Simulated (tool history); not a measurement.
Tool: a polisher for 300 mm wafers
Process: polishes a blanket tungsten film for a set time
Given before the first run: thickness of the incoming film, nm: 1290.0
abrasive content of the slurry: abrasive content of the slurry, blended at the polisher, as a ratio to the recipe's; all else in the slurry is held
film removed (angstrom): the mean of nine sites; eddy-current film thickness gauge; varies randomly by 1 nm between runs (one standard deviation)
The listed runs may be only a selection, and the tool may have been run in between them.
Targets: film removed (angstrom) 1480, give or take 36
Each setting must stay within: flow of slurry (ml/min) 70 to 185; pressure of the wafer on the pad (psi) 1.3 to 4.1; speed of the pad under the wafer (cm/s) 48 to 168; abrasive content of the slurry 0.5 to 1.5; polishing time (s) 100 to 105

run  hour  flow of slurry (ml/min)  pressure of the wafer on the pad (psi)  speed of the pad under the wafer (cm/s)  abrasive content of the slurry  polishing time (s)  film removed (angstrom)
  1     0                      120                                     2.7                                      108                               1                 100                   3077.1
  2   8.8                      110                                     2.3                                      104                               1                 100                   2486.2
  3   9.7                      110                                     2.3                                      104                            1.15                 100                   2589.8
  4  12.5                      105                                       2                                      100                            1.15                 100                   2146.7
     17.6  -- head pressure recalibrated
  5  17.6                       85                                       2                                      100                            1.15                 100                   2126.4
  6  25.8                       85                                       2                                      100                            1.15                 100                   2169.9
  7  31.5                       85                                     1.8                                       98                            1.15                 100                   1879.3
  8  34.6                       85                                     1.8                                       98                            1.15                 100                   1863.9
  9  38.8                       85                                     1.7                                       98                            1.15                 100                   1797.8
 10  42.6                       85                                     1.6                                       98                            1.15                 100                   1701.3
 11  45.2                       85                                     1.5                                       98                            1.15                 100                   1596.6

Below are 4 possible settings for the next run. Only one of them brings all results inside the allowed miss of their targets. Which is it?
  A  47.8                       95                                     1.5                                       94                               1                 104                        ?
  B  47.8                       90                                     1.6                                       76                            1.15                 104                        ?
  C  47.8                       80                                     1.3                                      106                            1.15                 100                        ?
  D  47.8                      115                                     1.4                                       80                            1.45                 100                        ?

move  film removed (angstrom)
   A                   1585.4
   B                   1394.4
   C                   1460.5
   D                   1398.9
A: closer than the last run, but not yet in spec
B: the result that was furthest off in the last run now lies on the other side of its target
C: every result within its allowed miss
D: the result that was furthest off in the last run now lies on the other side of its target
Correct choice: C, which meets every target
